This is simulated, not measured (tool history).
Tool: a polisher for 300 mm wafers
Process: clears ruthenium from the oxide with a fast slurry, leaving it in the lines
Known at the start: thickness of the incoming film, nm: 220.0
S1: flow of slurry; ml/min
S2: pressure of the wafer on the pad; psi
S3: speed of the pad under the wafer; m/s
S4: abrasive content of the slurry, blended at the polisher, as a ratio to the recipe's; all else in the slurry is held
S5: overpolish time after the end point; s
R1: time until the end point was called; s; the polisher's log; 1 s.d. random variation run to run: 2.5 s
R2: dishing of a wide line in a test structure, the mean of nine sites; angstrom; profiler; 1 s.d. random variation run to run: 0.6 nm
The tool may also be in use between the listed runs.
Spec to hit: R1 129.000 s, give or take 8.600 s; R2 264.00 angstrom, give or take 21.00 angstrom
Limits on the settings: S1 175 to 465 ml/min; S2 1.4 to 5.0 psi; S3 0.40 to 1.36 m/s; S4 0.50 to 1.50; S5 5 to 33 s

{"run": 1, "hour": 0.0, "S1": 295, "S2": 3.2, "S3": 0.88, "S4": 1.0, "S5": 17, "R1": 51.268, "R2": 569.49}
{"run": 2, "hour": 3.6, "S1": 265, "S2": 3.2, "S3": 0.88, "S4": 1.0, "S5": 17, "R1": 50.944, "R2": 591.73}
{"run": 3, "hour": 7.8, "S1": 265, "S2": 3.2, "S3": 1.04, "S4": 1.0, "S5": 17, "R1": 44.737, "R2": 609.79}
{"run": 4, "hour": 12.4, "S1": 265, "S2": 2.8, "S3": 1.04, "S4": 1.0, "S5": 17, "R1": 51.011, "R2": 592.23}
{"run": 5, "hour": 19.7, "S1": 265, "S2": 2.8, "S3": 1.04, "S4": 1.0, "S5": 10, "R1": 51.653, "R2": 355.08}
{"run": 6, "hour": 20.7, "S1": 265, "S2": 2.8, "S3": 1.04, "S4": 0.8, "S5": 10, "R1": 57.482, "R2": 324.31}
{"run": 7, "hour": 28.7, "S1": 265, "S2": 2.4, "S3": 0.94, "S4": 0.8, "S5": 11, "R1": 74.01, "R2": 281.37}
{"run": 8, "hour": 36.7, "S1": 265, "S2": 2.1, "S3": 0.88, "S4": 0.8, "S5": 13, "R1": 89.272, "R2": 275.77}
{"run": 9, "hour": 38.9, "S1": 265, "S2": 1.9, "S3": 0.84, "S4": 0.8, "S5": 14, "R1": 98.4, "R2": 262.86}
{"run": 10, "hour": 42.0, "S1": 265, "S2": 1.8, "S3": 0.82, "S4": 0.8, "S5": 15, "R1": 105.86, "R2": 268.24}
{"run": 11, "hour": 46.3, "S1": 265, "S2": 1.7, "S3": 0.8, "S4": 0.8, "S5": 16, "R1": 115.4, "R2": 259.49}

Exactly one of the 5 candidate moves below puts every result within its allowed miss. Which one?
{"run": "A", "hour": 50.6, "S1": 285, "S2": 1.9, "S3": 0.76, "S4": 0.8, "S5": 15, "R1": "?", "R2": "?"}
{"run": "B", "hour": 50.6, "S1": 325, "S2": 1.4, "S3": 0.96, "S4": 0.75, "S5": 14, "R1": "?", "R2": "?"}
{"run": "C", "hour": 50.6, "S1": 405, "S2": 1.4, "S3": 1.08, "S4": 0.6, "S5": 18, "R1": "?", "R2": "?"}
{"run": "D", "hour": 50.6, "S1": 240, "S2": 1.5, "S3": 0.8, "S4": 0.8, "S5": 21, "R1": "?", "R2": "?"}
{"run": "E", "hour": 50.6, "S1": 255, "S2": 2.1, "S3": 0.76, "S4": 0.65, "S5": 18, "R1": "?", "R2": "?"}

move=A R1=104.360 R2=269.41
move=B R1=119.070 R2=223.00
move=C R1=123.520 R2=272.88
move=D R1=126.980 R2=306.95
move=E R1=109.000 R2=306.56
A: lands further from the targets than the last run did
B: lands further from the targets than the last run did
C: all results in spec
D: corrects the largest miss of the last run, while another result sits out of spec
E: lands further from the targets than the last run did
Move C is the one to make.

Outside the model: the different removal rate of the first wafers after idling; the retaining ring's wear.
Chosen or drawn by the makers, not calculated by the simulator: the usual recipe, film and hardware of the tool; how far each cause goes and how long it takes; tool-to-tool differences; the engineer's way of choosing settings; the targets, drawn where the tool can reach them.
